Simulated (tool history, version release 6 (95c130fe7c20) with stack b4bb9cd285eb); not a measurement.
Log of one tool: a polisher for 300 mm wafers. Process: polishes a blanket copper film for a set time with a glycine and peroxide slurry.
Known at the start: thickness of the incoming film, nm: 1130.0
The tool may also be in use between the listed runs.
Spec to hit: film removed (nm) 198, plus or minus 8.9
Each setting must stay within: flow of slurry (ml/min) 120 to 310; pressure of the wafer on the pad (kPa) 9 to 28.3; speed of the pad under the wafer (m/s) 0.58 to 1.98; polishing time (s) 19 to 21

| run | day | flow of slurry (ml/min) | pressure of the wafer on the pad (kPa) | speed of the pad under the wafer (m/s) | polishing time (s) | film removed (nm) |
|---|---|---|---|---|---|---|
| 1 | 0 | 200 | 18.6 | 1.28 | 21 | 161.34 |
| 2 | 0.354 | 200 | 18.6 | 1.28 | 19 | 143.92 |
| 3 | 0.508 | 200 | 20 | 1.3 | 19 | 151.77 |
| 4 | 0.542 | 200 | 15.9 | 1.3 | 19 | 130.88 |
| 5 | 0.821 | 200 | 17.9 | 1.32 | 19 | 144.81 |
| 6 | 1.025 | 200 | 17.9 | 1.02 | 19 | 115.16 |
| 7 | 1.342 | 200 | 20 | 1.06 | 19 | 128.34 |
| 8 | 1.683 | 200 | 22.1 | 1.1 | 19 | 137.87 |
| 9 | 1.767 | 200 | 23.4 | 1.16 | 19 | 156.51 |
| 10 | 2.125 | 200 | 24.8 | 1.18 | 19 | 166.11 |
| 11 | 2.429 | 200 | 25.5 | 1.2 | 19 | 170.54 |
| 12 | 2.462 | 200 | 26.2 | 1.22 | 19 | 179.31 |

Exactly one of the 5 candidate moves below puts every result within its allowed miss. Which one?
| A | 2.496 | 190 | 24.8 | 1.48 | 21 | ? |
| B | 2.496 | 230 | 24.1 | 1.28 | 21 | ? |
| C | 2.496 | 195 | 26.2 | 1.44 | 21 | ? |
| D | 2.496 | 215 | 21.4 | 1.56 | 21 | ? |
| E | 2.496 | 190 | 21.4 | 1.28 | 19 | ? |

| move | film removed (nm) |
|---|---|
| A | 219.92 |
| B | 193.79 |
| C | 224.4 |
| D | 209.34 |
| E | 156.73 |
A: takes the biggest miss from the last run beyond its target
B: every result within its allowed miss
C: takes the biggest miss from the last run beyond its target
D: takes the biggest miss from the last run beyond its target
E: its largest miss is bigger than the last run's
The move that meets every target is B.

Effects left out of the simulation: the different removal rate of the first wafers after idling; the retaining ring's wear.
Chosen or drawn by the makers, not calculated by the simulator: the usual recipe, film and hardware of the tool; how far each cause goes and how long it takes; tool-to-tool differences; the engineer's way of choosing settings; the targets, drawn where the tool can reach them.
